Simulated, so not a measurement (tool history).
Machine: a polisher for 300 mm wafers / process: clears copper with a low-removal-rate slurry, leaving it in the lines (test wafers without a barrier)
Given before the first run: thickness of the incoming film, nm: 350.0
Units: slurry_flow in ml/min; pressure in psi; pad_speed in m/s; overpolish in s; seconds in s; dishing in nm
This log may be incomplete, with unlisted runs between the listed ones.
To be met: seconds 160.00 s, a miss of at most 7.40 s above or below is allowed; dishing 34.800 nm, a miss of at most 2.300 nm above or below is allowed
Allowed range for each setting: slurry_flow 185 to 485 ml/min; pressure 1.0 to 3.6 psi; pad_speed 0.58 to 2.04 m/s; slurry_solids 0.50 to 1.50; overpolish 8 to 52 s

run 1 hour=0.0 | slurry_flow=310 pressure=2.3 pad_speed=1.30 slurry_solids=1.00 overpolish=26 | seconds=105.91 dishing=49.919
run 2 hour=5.9 | slurry_flow=310 pressure=2.0 pad_speed=1.30 slurry_solids=1.00 overpolish=25 | seconds=120.88 dishing=43.601
run 3 hour=13.0 | slurry_flow=270 pressure=2.0 pad_speed=1.30 slurry_solids=1.00 overpolish=25 | seconds=122.72 dishing=42.785
run 4 hour=15.6 | slurry_flow=270 pressure=2.0 pad_speed=1.30 slurry_solids=1.00 overpolish=19 | seconds=122.03 dishing=34.592
run 5 hour=21.3 | slurry_flow=270 pressure=2.0 pad_speed=1.30 slurry_solids=1.00 overpolish=23 | seconds=119.38 dishing=40.657
run 6 hour=30.1 | slurry_flow=325 pressure=2.0 pad_speed=1.30 slurry_solids=1.00 overpolish=23 | seconds=120.95 dishing=40.013
run 7 hour=33.2 | slurry_flow=325 pressure=1.8 pad_speed=1.30 slurry_solids=1.00 overpolish=24 | seconds=137.11 dishing=37.048
run 8 hour=36.7 | slurry_flow=325 pressure=1.7 pad_speed=1.30 slurry_solids=1.00 overpolish=25 | seconds=142.50 dishing=37.430
run 9 hour=45.6 | slurry_flow=325 pressure=1.4 pad_speed=1.28 slurry_solids=1.00 overpolish=25 | seconds=171.00 dishing=31.386

Pick the move, out of 4, that brings all results within their allowed miss; only one does.
run A hour=54.5 | slurry_flow=305 pressure=1.6 pad_speed=1.18 slurry_solids=1.10 overpolish=26 | seconds=? dishing=?
run B hour=54.5 | slurry_flow=305 pressure=1.8 pad_speed=1.00 slurry_solids=1.10 overpolish=20 | seconds=? dishing=?
run C hour=54.5 | slurry_flow=335 pressure=1.3 pad_speed=1.24 slurry_solids=1.20 overpolish=31 | seconds=? dishing=?
run D hour=54.5 | slurry_flow=315 pressure=1.4 pad_speed=1.24 slurry_solids=0.95 overpolish=28 | seconds=? dishing=?

move=A seconds=156.61 dishing=35.127
move=B seconds=164.07 dishing=28.029
move=C seconds=176.44 dishing=35.684
move=D seconds=176.29 dishing=33.522
A: all results in spec
B: brings the result that was furthest off to its target, and leaves another outside
C: misses by more than the last run did
D: misses by more than the last run did
A meets every target.

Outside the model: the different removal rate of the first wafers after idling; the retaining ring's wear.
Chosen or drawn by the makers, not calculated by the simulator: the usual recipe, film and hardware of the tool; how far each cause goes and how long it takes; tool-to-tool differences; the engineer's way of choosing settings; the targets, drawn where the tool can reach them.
